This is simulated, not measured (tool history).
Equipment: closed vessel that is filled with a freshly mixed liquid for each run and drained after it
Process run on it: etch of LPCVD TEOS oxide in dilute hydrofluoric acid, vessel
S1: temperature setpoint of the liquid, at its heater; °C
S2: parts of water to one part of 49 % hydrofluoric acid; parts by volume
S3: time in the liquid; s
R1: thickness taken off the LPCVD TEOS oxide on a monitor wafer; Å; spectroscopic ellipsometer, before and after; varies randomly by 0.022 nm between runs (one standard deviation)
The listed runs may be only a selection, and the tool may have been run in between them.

Run 1, hour 0: S1 25 °C, S2 205 parts by volume, S3 30 s. Result: R1 67.534 Å.
Run 2, hour 4.6: S1 22.5 °C, S2 235 parts by volume, S3 30 s. Result: R1 51.468 Å.
Run 3, hour 13.5: S1 24.5 °C, S2 235 parts by volume, S3 30 s. Result: R1 56.346 Å.
Run 4, hour 20.1: S1 25.5 °C, S2 235 parts by volume, S3 30 s. Result: R1 57.972 Å.
Run 5, hour 26.3: S1 25.5 °C, S2 235 parts by volume, S3 30 s. Result: R1 57.18 Å.
Run 6, hour 29.9: S1 25.5 °C, S2 175 parts by volume, S3 30 s. Result: R1 83.205 Å.

The next listed run, before its measurement:
Run 7, hour 31.5: S1 22.5 °C, S2 215 parts by volume, S3 30 s. Result: R1 ?.

R1: 57.786 Å
